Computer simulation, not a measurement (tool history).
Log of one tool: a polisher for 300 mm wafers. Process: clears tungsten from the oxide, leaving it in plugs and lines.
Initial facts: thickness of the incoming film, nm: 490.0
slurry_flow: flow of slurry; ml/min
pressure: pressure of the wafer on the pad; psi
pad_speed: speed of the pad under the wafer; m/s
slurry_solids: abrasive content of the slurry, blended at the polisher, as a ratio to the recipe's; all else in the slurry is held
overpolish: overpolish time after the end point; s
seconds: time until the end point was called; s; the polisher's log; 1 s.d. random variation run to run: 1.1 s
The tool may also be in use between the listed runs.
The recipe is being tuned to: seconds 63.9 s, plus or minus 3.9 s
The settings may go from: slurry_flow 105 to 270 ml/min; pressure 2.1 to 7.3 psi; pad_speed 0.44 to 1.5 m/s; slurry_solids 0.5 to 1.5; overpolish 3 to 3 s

{"run": 1, "hour": 0.0, "slurry_flow": 175, "pressure": 4.7, "pad_speed": 0.96, "slurry_solids": 1, "overpolish": 3, "seconds": 105.97}
{"run": 2, "hour": 6.5, "slurry_flow": 175, "pressure": 4.7, "pad_speed": 0.96, "slurry_solids": 1, "overpolish": 3, "seconds": 104.34}
{"run": 3, "hour": 9.3, "slurry_flow": 145, "pressure": 4.7, "pad_speed": 0.96, "slurry_solids": 1, "overpolish": 3, "seconds": 107.99}
{"run": 4, "hour": 12.4, "slurry_flow": 145, "pressure": 5.4, "pad_speed": 0.98, "slurry_solids": 1, "overpolish": 3, "seconds": 90.907}
{"run": 5, "hour": 19.1, "slurry_flow": 145, "pressure": 5.9, "pad_speed": 1, "slurry_solids": 1, "overpolish": 3, "seconds": 81.866}
{"run": 6, "hour": 22.3, "slurry_flow": 145, "pressure": 5.1, "pad_speed": 1, "slurry_solids": 1, "overpolish": 3, "seconds": 95.63}
{"run": 7, "hour": 27.8, "slurry_flow": 145, "pressure": 5.7, "pad_speed": 1.02, "slurry_solids": 1, "overpolish": 3, "seconds": 81.359}
{"run": 8, "hour": 30.4, "slurry_flow": 145, "pressure": 6, "pad_speed": 1.02, "slurry_solids": 1, "overpolish": 3, "seconds": 81.474}

Exercise: of the 4 proposed moves below, exactly one satisfies all targets within the stated allowed misses. Which move is it?
{"run": "A", "hour": 33.0, "slurry_flow": 140, "pressure": 5.8, "pad_speed": 0.88, "slurry_solids": 0.95, "overpolish": 3, "seconds": "?"}
{"run": "B", "hour": 33.0, "slurry_flow": 135, "pressure": 6.4, "pad_speed": 1.34, "slurry_solids": 0.85, "overpolish": 3, "seconds": "?"}
{"run": "C", "hour": 33.0, "slurry_flow": 155, "pressure": 5.9, "pad_speed": 1.04, "slurry_solids": 1.1, "overpolish": 3, "seconds": "?"}
{"run": "D", "hour": 33.0, "slurry_flow": 195, "pressure": 6, "pad_speed": 0.74, "slurry_solids": 1.1, "overpolish": 3, "seconds": "?"}

move=A seconds=95.105
move=B seconds=63.44
move=C seconds=75.796
move=D seconds=95.039
A: further off than the last run
B: all results land within tolerance of their targets
C: nearer the targets than the last run, but a result is still out of spec
D: further off than the last run
Move B is the one to make.
